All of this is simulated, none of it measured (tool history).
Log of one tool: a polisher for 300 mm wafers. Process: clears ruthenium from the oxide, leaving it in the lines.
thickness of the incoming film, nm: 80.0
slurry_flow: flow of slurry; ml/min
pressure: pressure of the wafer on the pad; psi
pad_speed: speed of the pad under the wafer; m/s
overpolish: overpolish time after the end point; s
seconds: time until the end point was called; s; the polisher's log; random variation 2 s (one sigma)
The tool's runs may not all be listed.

run 1 day=0 | slurry_flow=175 pressure=1.4 pad_speed=0.78 overpolish=7 | seconds=115.16
run 2 day=0.217 | slurry_flow=175 pressure=1.4 pad_speed=0.88 overpolish=7 | seconds=102.24
run 3 day=0.288 | slurry_flow=175 pressure=1.4 pad_speed=0.88 overpolish=6 | seconds=101.83
run 4 day=0.571 | slurry_flow=195 pressure=1.4 pad_speed=0.88 overpolish=6 | seconds=101.89
run 5 day=0.938 | slurry_flow=195 pressure=1.4 pad_speed=0.88 overpolish=6 | seconds=102.12
run 6 day=1.046 | slurry_flow=175 pressure=1.4 pad_speed=0.88 overpolish=6 | seconds=102.08
run 7 day=1.204 | slurry_flow=175 pressure=1.1 pad_speed=0.86 overpolish=6 | seconds=130.87
run 8 day=1.517 | slurry_flow=175 pressure=0.9 pad_speed=0.86 overpolish=6 | seconds=161.79
run 9 day=1.654 | slurry_flow=175 pressure=0.8 pad_speed=0.86 overpolish=6 | seconds=177.69
run 10 day=1.946 | slurry_flow=175 pressure=0.7 pad_speed=0.86 overpolish=6 | seconds=205.96
run 11 day=2.3 | slurry_flow=175 pressure=0.7 pad_speed=0.86 overpolish=6 | seconds=199.81
run 12 day=2.471 | slurry_flow=180 pressure=0.8 pad_speed=0.86 overpolish=6 | seconds=178.8

The next listed run, before its measurement:
run 13 day=2.596 | slurry_flow=180 pressure=0.7 pad_speed=0.86 overpolish=6 | seconds=?

{"run 13": {"seconds": 201.99}}
